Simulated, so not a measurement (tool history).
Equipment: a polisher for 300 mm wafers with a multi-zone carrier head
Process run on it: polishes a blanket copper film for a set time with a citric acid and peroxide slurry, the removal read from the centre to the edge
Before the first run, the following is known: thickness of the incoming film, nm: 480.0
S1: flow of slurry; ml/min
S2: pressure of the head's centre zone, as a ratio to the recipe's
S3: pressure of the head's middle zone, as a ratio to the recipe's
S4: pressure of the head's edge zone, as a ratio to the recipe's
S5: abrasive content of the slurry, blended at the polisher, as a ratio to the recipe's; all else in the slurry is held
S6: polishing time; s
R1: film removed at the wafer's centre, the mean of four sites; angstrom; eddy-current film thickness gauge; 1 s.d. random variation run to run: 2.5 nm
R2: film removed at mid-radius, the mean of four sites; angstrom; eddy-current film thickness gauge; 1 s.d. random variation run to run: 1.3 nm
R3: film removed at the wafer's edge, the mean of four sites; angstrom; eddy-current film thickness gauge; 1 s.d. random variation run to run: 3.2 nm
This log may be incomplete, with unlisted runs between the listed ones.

| run | hour | S1 | S2 | S3 | S4 | S5 | S6 | R1 | R2 | R3 |
|---|---|---|---|---|---|---|---|---|---|---|
| 1 | 0 | 140 | 1 | 1 | 1 | 1 | 63 | 1767.7 | 1649.3 | 1645.7 |
| 2 | 3.3 | 150 | 0.98 | 1.01 | 1.05 | 1.1 | 64 | 1797 | 1746.7 | 1726 |
| 3 | 6.7 | 150 | 0.92 | 1.01 | 1.05 | 1.1 | 64 | 1698.1 | 1731.6 | 1759.2 |
| 4 | 8.3 | 150 | 0.92 | 1.01 | 1.05 | 1.25 | 64 | 1743.2 | 1793.1 | 1841.5 |
| 5 | 9.8 | 150 | 0.92 | 1.01 | 1 | 1.25 | 64 | 1718.8 | 1793.6 | 1756.9 |
| 6 | 15.6 | 150 | 0.96 | 1.01 | 1 | 1.25 | 64 | 1817.3 | 1800.4 | 1757.5 |

What will run 7 give?
| 7 | 23.6 | 150 | 0.96 | 1.01 | 1 | 1.25 | 64 | ? | ? | ? |

R1: 1838.6 angstrom
R2: 1784.7 angstrom
R3: 1745.4 angstrom
